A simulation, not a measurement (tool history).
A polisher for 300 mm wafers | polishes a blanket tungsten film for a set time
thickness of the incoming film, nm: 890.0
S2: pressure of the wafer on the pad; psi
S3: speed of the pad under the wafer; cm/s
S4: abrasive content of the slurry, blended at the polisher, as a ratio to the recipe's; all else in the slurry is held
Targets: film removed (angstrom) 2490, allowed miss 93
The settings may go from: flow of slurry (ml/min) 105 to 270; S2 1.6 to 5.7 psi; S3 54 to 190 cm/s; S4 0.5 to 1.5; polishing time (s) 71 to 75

run 1 day=0 | flow_of_slurry_(ml/min)=175 S2=3.6 S3=122 S4=1 polishing_time_(s)=71 | film_removed_(angstrom)=3918
run 2 day=0.35 | flow_of_slurry_(ml/min)=175 S2=3.2 S3=122 S4=1 polishing_time_(s)=71 | film_removed_(angstrom)=3577
run 3 day=0.542 | flow_of_slurry_(ml/min)=175 S2=3.2 S3=122 S4=0.8 polishing_time_(s)=71 | film_removed_(angstrom)=3449.8
run 4 day=0.875 | flow_of_slurry_(ml/min)=175 S2=2.9 S3=122 S4=0.8 polishing_time_(s)=71 | film_removed_(angstrom)=3152.9
run 5 day=0.954 | flow_of_slurry_(ml/min)=175 S2=3.6 S3=122 S4=0.8 polishing_time_(s)=71 | film_removed_(angstrom)=3829.4
run 6 day=1.058 | flow_of_slurry_(ml/min)=155 S2=3.6 S3=122 S4=0.8 polishing_time_(s)=71 | film_removed_(angstrom)=3770.1
run 7 day=1.233 | flow_of_slurry_(ml/min)=150 S2=2.6 S3=120 S4=0.8 polishing_time_(s)=71 | film_removed_(angstrom)=2786.4
run 8 day=1.312 | flow_of_slurry_(ml/min)=150 S2=2.6 S3=120 S4=0.8 polishing_time_(s)=71 | film_removed_(angstrom)=2696.4
run 9 day=1.612 | flow_of_slurry_(ml/min)=145 S2=2.6 S3=120 S4=0.8 polishing_time_(s)=71 | film_removed_(angstrom)=2749.5
run 10 day=1.983 | flow_of_slurry_(ml/min)=140 S2=2.5 S3=120 S4=0.8 polishing_time_(s)=71 | film_removed_(angstrom)=2625.3

Which of these 5 next moves meets every target?
run A day=2.354 | flow_of_slurry_(ml/min)=110 S2=2.1 S3=136 S4=1.05 polishing_time_(s)=75 | film_removed_(angstrom)=?
run B day=2.354 | flow_of_slurry_(ml/min)=130 S2=2.8 S3=112 S4=1 polishing_time_(s)=71 | film_removed_(angstrom)=?
run C day=2.354 | flow_of_slurry_(ml/min)=115 S2=2.4 S3=126 S4=0.7 polishing_time_(s)=71 | film_removed_(angstrom)=?
run D day=2.354 | flow_of_slurry_(ml/min)=130 S2=2.4 S3=122 S4=1.05 polishing_time_(s)=71 | film_removed_(angstrom)=?
run E day=2.354 | flow_of_slurry_(ml/min)=115 S2=2.8 S3=118 S4=0.8 polishing_time_(s)=71 | film_removed_(angstrom)=?

move=A film_removed_(angstrom)=2825.4
move=B film_removed_(angstrom)=2884.9
move=C film_removed_(angstrom)=2581.3
move=D film_removed_(angstrom)=2764.2
move=E film_removed_(angstrom)=2849.8
A: further off than the last run
B: further off than the last run
C: meets every target
D: further off than the last run
E: further off than the last run
The right move is C.
